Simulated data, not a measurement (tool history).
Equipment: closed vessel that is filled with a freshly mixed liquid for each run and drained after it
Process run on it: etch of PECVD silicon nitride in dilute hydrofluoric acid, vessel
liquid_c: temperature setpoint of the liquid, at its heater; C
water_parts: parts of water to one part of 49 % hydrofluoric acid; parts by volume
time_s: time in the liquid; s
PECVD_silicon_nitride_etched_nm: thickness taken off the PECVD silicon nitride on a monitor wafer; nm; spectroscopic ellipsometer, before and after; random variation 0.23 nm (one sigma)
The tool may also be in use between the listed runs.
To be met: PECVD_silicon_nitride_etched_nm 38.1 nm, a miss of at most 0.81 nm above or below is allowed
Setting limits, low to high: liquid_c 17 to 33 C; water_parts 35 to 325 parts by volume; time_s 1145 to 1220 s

run	day	liquid_c	water_parts	time_s	PECVD_silicon_nitride_etched_nm
1	0	25	180	1145	32.794
2	0.383	25	180	1220	34.465
3	0.5	25.5	180	1220	35.626
4	0.838	25.5	180	1220	35.569
5	0.912	25.5	230	1220	28.263
6	1.108	28	230	1220	33.386
7	1.217	28.5	230	1220	33.558
8	1.458	29	230	1220	34.437
9	1.854	29.5	230	1220	35.708

Which single option among these 4 for the next run brings every result within its allowed miss of target? Just one does.
A	2.25	33	235	1145	?
B	2.25	30.5	210	1175	?
C	2.25	30.5	220	1170	?
D	2.25	28	215	1170	?

move	PECVD_silicon_nitride_etched_nm
A	40.867
B	40.716
C	38.656
D	34.077
A: moves the result that the last run missed by most past its target, out the other side
B: moves the result that the last run missed by most past its target, out the other side
C: in spec on every target
D: its largest miss is bigger than the last run's
C is the move that brings every result within its allowed miss.
